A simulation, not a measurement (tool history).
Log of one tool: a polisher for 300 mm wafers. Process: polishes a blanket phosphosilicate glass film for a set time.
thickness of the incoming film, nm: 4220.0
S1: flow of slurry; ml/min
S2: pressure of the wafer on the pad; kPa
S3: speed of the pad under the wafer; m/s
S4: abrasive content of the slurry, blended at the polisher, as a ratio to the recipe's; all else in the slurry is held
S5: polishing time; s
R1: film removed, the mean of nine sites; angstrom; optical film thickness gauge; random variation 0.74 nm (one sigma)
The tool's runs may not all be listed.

run	hour	S1	S2	S3	S4	S5	R1
1	0.0	220	13.8	1.28	1.0	21	963.97
2	2.3	220	16.5	1.28	1.0	21	1122.30
3	5.2	220	16.5	1.16	1.0	21	1030.40
4	7.1	220	18.6	1.16	1.0	21	1124.50
5	9.6	220	17.2	1.14	1.0	21	1037.80
6	18.5	220	15.9	1.12	1.0	21	982.18
# hour 20.1: slurry blender recalibrated
7	20.1	220	14.5	1.10	1.0	21	1024.50
8	29.0	215	13.8	1.08	0.9	21	899.73
9	30.4	215	13.1	1.04	0.9	21	851.13
10	39.3	215	12.4	1.02	0.9	21	816.55

Run 11 comes next. What will it give?
11	47.4	215	11.7	1.00	0.9	21	?

Run 11 gave R1 747.39 angstrom.

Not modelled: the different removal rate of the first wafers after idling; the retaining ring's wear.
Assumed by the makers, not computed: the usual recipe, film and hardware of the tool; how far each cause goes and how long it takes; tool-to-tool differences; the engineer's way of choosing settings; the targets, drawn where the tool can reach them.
